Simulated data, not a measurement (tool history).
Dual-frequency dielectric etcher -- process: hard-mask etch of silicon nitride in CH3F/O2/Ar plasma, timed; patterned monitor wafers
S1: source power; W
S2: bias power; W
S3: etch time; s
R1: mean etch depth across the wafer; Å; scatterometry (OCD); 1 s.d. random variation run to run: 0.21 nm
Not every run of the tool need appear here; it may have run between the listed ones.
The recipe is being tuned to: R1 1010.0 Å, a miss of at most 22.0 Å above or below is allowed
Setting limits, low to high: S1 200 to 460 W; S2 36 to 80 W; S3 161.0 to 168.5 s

run  hour   S1  S2     S3      R1
  1   0.0  330  58  161.0  1154.1
  2   5.3  310  57  161.0  1121.3
  3   6.6  310  66  161.0  1175.2
  4   8.1  290  65  161.0  1145.1
  5  13.5  310  65  161.0  1167.6
  6  14.2  330  65  161.0  1192.9
  7  22.9  270  56  161.0  1077.6
  8  26.0  270  56  161.0  1072.2
  9  32.9  260  56  161.0  1064.7
 10  33.9  250  56  161.0  1048.8

Exactly one of the 4 candidate moves below puts every result within its allowed miss. Which one?
  A  34.9  220  57  168.5   ?
  B  34.9  260  56  161.0   ?
  C  34.9  230  58  166.0   ?
  D  34.9  200  60  162.5   ?

move      R1
   A  1058.5
   B  1056.1
   C  1061.8
   D  1009.8
A: further off than the last run
B: further off than the last run
C: further off than the last run
D: meets every target
Move D is the one to make.
